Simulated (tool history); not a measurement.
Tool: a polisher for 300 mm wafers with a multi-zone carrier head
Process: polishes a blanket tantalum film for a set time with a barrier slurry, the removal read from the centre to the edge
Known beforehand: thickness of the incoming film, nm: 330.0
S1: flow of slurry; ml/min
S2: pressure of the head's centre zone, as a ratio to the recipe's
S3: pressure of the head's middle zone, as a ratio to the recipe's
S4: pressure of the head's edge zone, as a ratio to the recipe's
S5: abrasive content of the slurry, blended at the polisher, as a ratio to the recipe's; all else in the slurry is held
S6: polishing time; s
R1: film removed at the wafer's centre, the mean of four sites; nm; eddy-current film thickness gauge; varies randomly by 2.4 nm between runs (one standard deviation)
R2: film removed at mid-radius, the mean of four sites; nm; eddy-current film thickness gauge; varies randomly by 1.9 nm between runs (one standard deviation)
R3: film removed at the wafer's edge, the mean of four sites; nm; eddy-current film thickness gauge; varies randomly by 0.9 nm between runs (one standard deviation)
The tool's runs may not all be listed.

run,day,S1,S2,S3,S4,S5,S6,R1,R2,R3
1,0,270,1,1,1,1,73,128.04,128.36,128.42
2,0.183,270,1,1,1,1,63,110.48,111.27,109.86
3,0.312,270,1,1,1,0.85,63,106.72,107.1,105.46
4,0.662,270,1,1,0.94,0.85,63,108.07,104.26,102.84
5,1.004,270,1,1,0.94,0.7,63,101.03,99.741,98.424
6,1.192,270,1.02,0.97,0.97,0.85,65,113.47,105.28,107.9
7,1.546,270,1.04,0.95,1,1,66,119.81,110.09,115.54

What will run 8 give?
8,1.838,305,1.14,0.85,1.08,1.25,73,?,?,?

R1: 153.92 nm
R2: 118.92 nm
R3: 139.98 nm
